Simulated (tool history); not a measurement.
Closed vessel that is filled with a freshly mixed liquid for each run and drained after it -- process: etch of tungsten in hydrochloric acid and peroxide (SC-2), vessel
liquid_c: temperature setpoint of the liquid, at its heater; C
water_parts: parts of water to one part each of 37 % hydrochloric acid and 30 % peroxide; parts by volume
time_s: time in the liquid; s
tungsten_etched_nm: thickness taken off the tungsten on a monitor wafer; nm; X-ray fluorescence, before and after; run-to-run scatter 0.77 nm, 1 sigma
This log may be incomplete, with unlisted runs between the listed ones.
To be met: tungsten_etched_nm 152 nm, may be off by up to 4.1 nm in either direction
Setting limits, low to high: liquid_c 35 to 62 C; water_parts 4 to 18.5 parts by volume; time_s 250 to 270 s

run,hour,liquid_c,water_parts,time_s,tungsten_etched_nm
1,0,46,10.5,250,61.674
2,4.1,46,8,250,76.92
3,7.3,46,8,270,83.793
4,8.7,46,8,250,77.208
5,10.6,46,8,270,83.507
6,19.2,46,8,270,83.161
7,26.9,54,8,270,142.56
8,36.1,54,8,270,141.91
9,42.7,54.5,8,270,146.9

Which of these 4 next moves meets every target?
A,49.3,53,7,265,?
B,49.3,55,8,270,?
C,49.3,48,4.5,265,?
D,49.3,57.5,11,270,?

move,tungsten_etched_nm
A,144.46
B,150.88
C,143.46
D,136.26
A: misses by more than the last run did
B: each result inside its tolerance
C: misses by more than the last run did
D: misses by more than the last run did
B meets every target.

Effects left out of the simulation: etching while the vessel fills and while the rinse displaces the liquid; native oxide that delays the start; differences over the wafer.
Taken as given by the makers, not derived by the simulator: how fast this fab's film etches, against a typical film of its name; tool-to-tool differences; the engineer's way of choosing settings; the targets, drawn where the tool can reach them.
